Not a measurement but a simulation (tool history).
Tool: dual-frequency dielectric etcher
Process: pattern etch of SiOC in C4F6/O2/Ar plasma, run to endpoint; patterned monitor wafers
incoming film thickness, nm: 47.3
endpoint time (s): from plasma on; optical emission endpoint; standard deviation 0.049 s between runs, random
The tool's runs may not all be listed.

| run | hour | bias power (kW) | source power (kW) | endpoint time (s) |
|---|---|---|---|---|
| 1 | 0.0 | 0.529 | 0.420 | 15.609 |
| 2 | 2.7 | 0.579 | 0.430 | 15.115 |
| 3 | 5.4 | 0.579 | 0.400 | 15.673 |
| 4 | 11.7 | 0.615 | 0.420 | 15.186 |
| 5 | 18.6 | 0.554 | 0.420 | 15.400 |
| 6 | 20.1 | 0.584 | 0.450 | 14.843 |
| 7 | 24.3 | 0.612 | 0.470 | 14.299 |

What will run 8 give?
| 8 | 27.5 | 0.635 | 0.480 | ? |

{"run 8": {"endpoint time (s)": 14.243}}
